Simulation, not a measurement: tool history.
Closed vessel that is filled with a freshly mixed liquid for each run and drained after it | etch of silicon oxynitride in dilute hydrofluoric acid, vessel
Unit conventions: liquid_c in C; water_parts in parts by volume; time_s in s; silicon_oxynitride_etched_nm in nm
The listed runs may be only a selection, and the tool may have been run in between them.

run 1 hour=0.0 | liquid_c=24.0 water_parts=145 time_s=2985 | silicon_oxynitride_etched_nm=36.859
run 2 hour=3.8 | liquid_c=23.0 water_parts=145 time_s=2985 | silicon_oxynitride_etched_nm=34.829
run 3 hour=9.8 | liquid_c=22.5 water_parts=145 time_s=2985 | silicon_oxynitride_etched_nm=34.409
run 4 hour=15.9 | liquid_c=22.0 water_parts=145 time_s=2985 | silicon_oxynitride_etched_nm=33.692
run 5 hour=19.3 | liquid_c=22.0 water_parts=145 time_s=2985 | silicon_oxynitride_etched_nm=33.545
run 6 hour=27.7 | liquid_c=22.0 water_parts=145 time_s=3195 | silicon_oxynitride_etched_nm=35.507
run 7 hour=30.7 | liquid_c=21.5 water_parts=145 time_s=3195 | silicon_oxynitride_etched_nm=34.815

Run 8, settings as shown, results not yet in. Your forecast:
run 8 hour=34.5 | liquid_c=21.0 water_parts=145 time_s=3195 | silicon_oxynitride_etched_nm=?

{"run 8": {"silicon_oxynitride_etched_nm": 34.539}}
